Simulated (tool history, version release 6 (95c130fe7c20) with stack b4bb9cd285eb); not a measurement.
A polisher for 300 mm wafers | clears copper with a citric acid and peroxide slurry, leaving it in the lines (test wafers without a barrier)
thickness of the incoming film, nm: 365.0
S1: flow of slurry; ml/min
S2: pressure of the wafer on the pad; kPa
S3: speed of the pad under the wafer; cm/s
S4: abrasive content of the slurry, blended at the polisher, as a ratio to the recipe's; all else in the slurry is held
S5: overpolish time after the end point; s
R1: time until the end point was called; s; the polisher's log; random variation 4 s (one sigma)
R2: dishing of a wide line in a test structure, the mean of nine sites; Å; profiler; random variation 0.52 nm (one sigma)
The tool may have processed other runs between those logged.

run 1 hour=0.0 | S1=290 S2=15.9 S3=128 S4=1.0 S5=29 | R1=151.37 R2=423.66
run 2 hour=8.8 | S1=290 S2=15.9 S3=128 S4=1.0 S5=20 | R1=148.61 R2=310.03
run 3 hour=13.5 | S1=290 S2=15.9 S3=110 S4=1.0 S5=20 | R1=176.51 R2=269.50
run 4 hour=20.7 | S1=290 S2=15.2 S3=106 S4=1.0 S5=22 | R1=192.17 R2=272.96
run 5 hour=25.0 | S1=265 S2=15.2 S3=106 S4=1.0 S5=22 | R1=192.25 R2=282.03
run 6 hour=29.7 | S1=265 S2=15.2 S3=106 S4=1.1 S5=22 | R1=186.76 R2=278.53
run 7 hour=35.0 | S1=260 S2=14.5 S3=104 S4=1.1 S5=24 | R1=204.39 R2=289.34
run 8 hour=36.4 | S1=260 S2=13.8 S3=102 S4=1.1 S5=25 | R1=211.42 R2=285.57
run 9 hour=43.6 | S1=255 S2=13.1 S3=98 S4=1.1 S5=27 | R1=232.85 R2=275.20

Run 10, settings as shown, results not yet in. Your forecast:
run 10 hour=52.5 | S1=255 S2=12.4 S3=96 S4=1.1 S5=29 | R1=? R2=?

For run 10 the tool returned R1 252.75 s, R2 273.80 Å.

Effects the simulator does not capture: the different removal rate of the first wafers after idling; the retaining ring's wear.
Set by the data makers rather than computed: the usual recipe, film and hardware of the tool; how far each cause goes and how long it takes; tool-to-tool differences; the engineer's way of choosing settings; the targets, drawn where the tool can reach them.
